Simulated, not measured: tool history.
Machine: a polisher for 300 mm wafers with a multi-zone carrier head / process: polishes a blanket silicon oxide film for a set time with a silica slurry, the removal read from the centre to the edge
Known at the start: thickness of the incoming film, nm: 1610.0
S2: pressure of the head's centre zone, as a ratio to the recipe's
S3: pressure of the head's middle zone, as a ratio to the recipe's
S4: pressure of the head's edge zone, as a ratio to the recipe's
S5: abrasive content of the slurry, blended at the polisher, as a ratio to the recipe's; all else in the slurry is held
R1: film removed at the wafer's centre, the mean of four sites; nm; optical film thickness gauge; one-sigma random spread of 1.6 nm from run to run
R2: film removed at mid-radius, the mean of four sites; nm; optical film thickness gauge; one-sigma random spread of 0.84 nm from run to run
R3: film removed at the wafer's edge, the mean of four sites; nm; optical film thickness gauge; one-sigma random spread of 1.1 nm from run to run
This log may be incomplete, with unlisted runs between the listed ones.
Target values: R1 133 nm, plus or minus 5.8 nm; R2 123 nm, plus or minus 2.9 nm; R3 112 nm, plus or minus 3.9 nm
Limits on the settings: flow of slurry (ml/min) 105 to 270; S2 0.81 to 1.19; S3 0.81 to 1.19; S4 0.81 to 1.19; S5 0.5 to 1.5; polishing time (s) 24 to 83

run 1 hour=0 | flow_of_slurry_(ml/min)=175 S2=1 S3=1 S4=1 S5=1 polishing_time_(s)=53 | R1=199.33 R2=196.05 R3=207.44
run 2 hour=5.7 | flow_of_slurry_(ml/min)=175 S2=1.01 S3=1.01 S4=0.98 S5=0.95 polishing_time_(s)=51 | R1=191.77 R2=186.05 R3=193.23
run 3 hour=12.5 | flow_of_slurry_(ml/min)=175 S2=1.02 S3=1.02 S4=0.96 S5=0.9 polishing_time_(s)=49 | R1=176.43 R2=177.32 R3=176.01
run 4 hour=14.4 | flow_of_slurry_(ml/min)=175 S2=1.03 S3=1.01 S4=0.94 S5=0.85 polishing_time_(s)=48 | R1=166.18 R2=166.16 R3=167.09
run 5 hour=17.1 | flow_of_slurry_(ml/min)=175 S2=0.95 S3=1.01 S4=0.94 S5=0.85 polishing_time_(s)=48 | R1=156.65 R2=164.78 R3=168.8
run 6 hour=19.7 | flow_of_slurry_(ml/min)=175 S2=0.95 S3=1.01 S4=0.94 S5=0.85 polishing_time_(s)=55 | R1=179.24 R2=191.5 R3=194.3
run 7 hour=26.7 | flow_of_slurry_(ml/min)=175 S2=0.98 S3=1.01 S4=0.92 S5=0.8 polishing_time_(s)=53 | R1=175.34 R2=178.37 R3=175.28
run 8 hour=28.1 | flow_of_slurry_(ml/min)=170 S2=0.99 S3=1.01 S4=0.9 S5=0.75 polishing_time_(s)=52 | R1=163.23 R2=165.37 R3=160.75
run 9 hour=29.7 | flow_of_slurry_(ml/min)=165 S2=1 S3=1.01 S4=0.89 S5=0.7 polishing_time_(s)=52 | R1=159.33 R2=157.23 R3=158.87
run 10 hour=35.7 | flow_of_slurry_(ml/min)=170 S2=1.01 S3=1.01 S4=0.88 S5=0.65 polishing_time_(s)=51 | R1=147.69 R2=149.14 R3=145.99
run 11 hour=43.3 | flow_of_slurry_(ml/min)=175 S2=1.03 S3=1.01 S4=0.87 S5=0.65 polishing_time_(s)=50 | R1=149.87 R2=147.01 R3=140.33
run 12 hour=49.2 | flow_of_slurry_(ml/min)=180 S2=1.04 S3=1.01 S4=0.86 S5=0.65 polishing_time_(s)=50 | R1=157.06 R2=147.77 R3=142.49
run 13 hour=52.2 | flow_of_slurry_(ml/min)=175 S2=1.05 S3=1.02 S4=0.85 S5=0.65 polishing_time_(s)=50 | R1=149.75 R2=149.41 R3=141.82
run 14 hour=58.6 | flow_of_slurry_(ml/min)=175 S2=1.05 S3=1.02 S4=0.85 S5=0.65 polishing_time_(s)=50 | R1=151.62 R2=148.92 R3=140.02
run 15 hour=65.9 | flow_of_slurry_(ml/min)=175 S2=1.06 S3=1.02 S4=0.84 S5=0.65 polishing_time_(s)=49 | R1=153.86 R2=144 R3=138.6
run 16 hour=74.5 | flow_of_slurry_(ml/min)=180 S2=1.06 S3=1.02 S4=0.84 S5=0.65 polishing_time_(s)=48 | R1=151.93 R2=144.72 R3=134.57
run 17 hour=79.9 | flow_of_slurry_(ml/min)=180 S2=1.06 S3=1.02 S4=0.84 S5=0.65 polishing_time_(s)=48 | R1=152.29 R2=144.33 R3=135.41
run 18 hour=84.4 | flow_of_slurry_(ml/min)=180 S2=1.07 S3=1.02 S4=0.84 S5=0.65 polishing_time_(s)=48 | R1=155.33 R2=142.9 R3=135.12

Of the 5 settings listed for the next run, only one would bring every result within its allowed miss of target. Which one?
run A hour=88.9 | flow_of_slurry_(ml/min)=200 S2=0.87 S3=1.16 S4=0.83 S5=0.5 polishing_time_(s)=64 | R1=? R2=? R3=?
run B hour=88.9 | flow_of_slurry_(ml/min)=180 S2=1 S3=1.15 S4=0.81 S5=0.6 polishing_time_(s)=56 | R1=? R2=? R3=?
run C hour=88.9 | flow_of_slurry_(ml/min)=215 S2=1.19 S3=0.81 S4=0.81 S5=0.8 polishing_time_(s)=46 | R1=? R2=? R3=?
run D hour=88.9 | flow_of_slurry_(ml/min)=165 S2=1.11 S3=1.04 S4=0.81 S5=0.7 polishing_time_(s)=39 | R1=? R2=? R3=?
run E hour=88.9 | flow_of_slurry_(ml/min)=105 S2=0.9 S3=0.99 S4=1.07 S5=0.55 polishing_time_(s)=62 | R1=? R2=? R3=?

move=A R1=137.17 R2=181.61 R3=148.7
move=B R1=154.94 R2=177.21 R3=145.34
move=C R1=187.36 R2=133.76 R3=146.95
move=D R1=130.3 R2=123.36 R3=110.98
move=E R1=124.67 R2=142.35 R3=158.32
A: moves away from the targets compared with the last run
B: moves away from the targets compared with the last run
C: moves away from the targets compared with the last run
D: every result within its allowed miss
E: moves away from the targets compared with the last run
The move that meets every target is D.

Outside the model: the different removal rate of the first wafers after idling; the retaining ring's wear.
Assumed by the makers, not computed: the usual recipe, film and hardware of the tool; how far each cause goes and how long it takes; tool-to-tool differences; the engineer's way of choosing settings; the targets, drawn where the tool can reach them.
